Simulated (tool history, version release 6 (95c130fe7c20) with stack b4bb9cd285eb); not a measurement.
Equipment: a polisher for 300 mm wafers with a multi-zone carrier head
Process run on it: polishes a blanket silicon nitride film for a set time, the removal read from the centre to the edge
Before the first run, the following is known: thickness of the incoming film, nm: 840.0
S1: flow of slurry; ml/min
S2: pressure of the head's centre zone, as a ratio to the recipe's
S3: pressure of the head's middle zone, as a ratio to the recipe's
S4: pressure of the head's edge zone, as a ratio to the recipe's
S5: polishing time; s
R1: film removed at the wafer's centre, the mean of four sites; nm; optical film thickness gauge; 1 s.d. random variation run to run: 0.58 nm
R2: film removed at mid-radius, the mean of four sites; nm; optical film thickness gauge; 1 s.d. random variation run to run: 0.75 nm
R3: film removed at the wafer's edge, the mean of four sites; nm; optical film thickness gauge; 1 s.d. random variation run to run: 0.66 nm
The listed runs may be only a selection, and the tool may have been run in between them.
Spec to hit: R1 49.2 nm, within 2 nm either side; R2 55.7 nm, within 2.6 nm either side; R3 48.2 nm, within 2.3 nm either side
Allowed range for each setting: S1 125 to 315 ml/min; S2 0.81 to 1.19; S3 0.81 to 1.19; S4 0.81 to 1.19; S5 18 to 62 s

run,hour,S1,S2,S3,S4,S5,R1,R2,R3
1,0,205,1,1,1,40,44.113,43.711,42.042
2,3.6,210,1,1.04,1.02,41,46.008,46.46,43.205
3,4.6,250,1,1.04,1.02,41,47.097,46.17,44.114
4,7.9,250,1,0.99,1.02,41,47.328,44.544,43.526
5,11.6,245,0.99,1.03,1.01,42,47.226,46.405,45.777
6,18.3,245,0.99,1.07,1.01,42,47.231,49.25,45.023
7,26.7,245,0.99,1.09,1.02,43,48.254,49.954,47.37
8,33.6,240,0.99,1.12,1,43,47.084,51.791,45.151
9,42.4,240,0.99,1.13,1.01,43,48.012,52.972,46.64

Exercise: of the 5 proposed moves below, exactly one satisfies all targets within the stated allowed misses. Which move is it?
A,51.2,185,0.94,1.17,1.01,44,?,?,?
B,51.2,265,1.07,1.17,0.94,41,?,?,?
C,51.2,235,0.98,1.17,1.03,45,?,?,?
D,51.2,265,0.81,1.08,1.11,47,?,?,?
E,51.2,210,0.99,1.16,1,40,?,?,?

move,R1,R2,R3
A,45.111,53.133,45.781
B,50.478,51.859,42.692
C,49.929,56.151,48.446
D,43.676,55.56,53.142
E,44.11,48.826,41.994
A: brings the last run's worst result on target, with another outside its allowed miss
B: misses by more than the last run did
C: all results in spec
D: brings the last run's worst result on target, with another outside its allowed miss
E: misses by more than the last run did
C meets every target.

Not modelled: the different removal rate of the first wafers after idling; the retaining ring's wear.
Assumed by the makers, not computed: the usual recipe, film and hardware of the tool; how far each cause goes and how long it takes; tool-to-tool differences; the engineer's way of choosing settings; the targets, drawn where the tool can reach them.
